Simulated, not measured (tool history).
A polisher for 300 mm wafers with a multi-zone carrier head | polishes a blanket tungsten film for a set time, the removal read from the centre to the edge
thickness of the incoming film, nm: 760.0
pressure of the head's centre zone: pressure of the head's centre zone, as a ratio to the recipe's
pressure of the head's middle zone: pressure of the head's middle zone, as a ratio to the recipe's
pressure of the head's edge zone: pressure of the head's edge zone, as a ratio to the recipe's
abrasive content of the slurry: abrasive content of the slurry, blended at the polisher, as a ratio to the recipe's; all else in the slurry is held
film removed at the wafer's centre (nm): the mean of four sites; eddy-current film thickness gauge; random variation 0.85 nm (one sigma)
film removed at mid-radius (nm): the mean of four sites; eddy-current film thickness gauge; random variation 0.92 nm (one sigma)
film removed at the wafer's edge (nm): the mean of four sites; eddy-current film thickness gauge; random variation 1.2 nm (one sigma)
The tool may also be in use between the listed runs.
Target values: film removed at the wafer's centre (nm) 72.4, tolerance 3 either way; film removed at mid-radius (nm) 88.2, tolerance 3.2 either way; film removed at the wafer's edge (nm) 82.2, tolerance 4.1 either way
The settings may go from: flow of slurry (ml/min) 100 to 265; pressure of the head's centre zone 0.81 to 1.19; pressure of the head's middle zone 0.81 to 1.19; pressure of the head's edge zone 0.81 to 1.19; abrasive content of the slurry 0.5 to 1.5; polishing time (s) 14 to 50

run  hour  flow of slurry (ml/min)  pressure of the head's centre zone  pressure of the head's middle zone  pressure of the head's edge zone  abrasive content of the slurry  polishing time (s)  film removed at the wafer's centre (nm)  film removed at mid-radius (nm)  film removed at the wafer's edge (nm)
  1     0                      170                                   1                                   1                                 1                               1                  32                                   107.05                           105.86                                 104.57
  2   3.9                      165                                0.96                                   1                              0.98                             0.9                  32                                   99.751                           101.13                                 101.66
  3  11.7                      205                                0.96                                   1                              0.98                             0.9                  32                                   100.11                            106.2                                 103.03
  4    18                      210                                0.94                                1.01                              0.96                             0.8                  31                                   95.197                           101.05                                 98.289
  5  18.8                      185                                0.94                                1.01                              0.96                             0.8                  31                                   93.906                           100.44                                 94.237
  6  21.7                      185                                0.91                                1.01                              0.97                            0.75                  30                                    88.28                           94.583                                 93.841
  7  22.7                      190                                0.89                                1.02                              0.96                             0.7                  29                                   82.166                           92.648                                  88.69
  8  27.6                      185                                0.87                                1.02                              0.95                            0.65                  29                                   80.159                           92.337                                 84.461
  9  33.6                      150                                0.81                                   1                              1.01                            0.65                  29                                   72.475                           88.611                                 88.365
 10  42.4                      150                                0.81                                   1                                 1                            0.65                  29                                   72.214                           87.211                                 89.212
 11  48.5                      150                                0.81                                1.01                              0.99                            0.65                  29                                   72.072                           86.881                                 87.189

5 next moves are on the table. One of them brings every result within its allowed miss. Which?
  A  54.6                      155                                0.83                                1.04                              0.97                             0.5                  29                                        ?                                ?                                      ?
  B  54.6                      110                                0.82                                0.92                              1.08                             0.8                  30                                        ?                                ?                                      ?
  C  54.6                      145                                0.83                                0.98                              1.06                             0.5                  32                                        ?                                ?                                      ?
  D  54.6                      140                                0.81                                0.91                              1.07                             0.7                  30                                        ?                                ?                                      ?
  E  54.6                      130                                0.81                                0.94                              1.09                             0.7                  31                                        ?                                ?                                      ?

move  film removed at the wafer's centre (nm)  film removed at mid-radius (nm)  film removed at the wafer's edge (nm)
   A                                   72.041                           87.404                                 83.491
   B                                   74.883                           83.432                                 94.548
   C                                   78.678                           90.904                                 95.657
   D                                   75.314                            83.73                                 94.386
   E                                   76.954                           87.991                                 97.688
A: every result within its allowed miss
B: the biggest miss grows against the last run
C: the biggest miss grows against the last run
D: the biggest miss grows against the last run
E: the biggest miss grows against the last run
The move that meets every target is A.

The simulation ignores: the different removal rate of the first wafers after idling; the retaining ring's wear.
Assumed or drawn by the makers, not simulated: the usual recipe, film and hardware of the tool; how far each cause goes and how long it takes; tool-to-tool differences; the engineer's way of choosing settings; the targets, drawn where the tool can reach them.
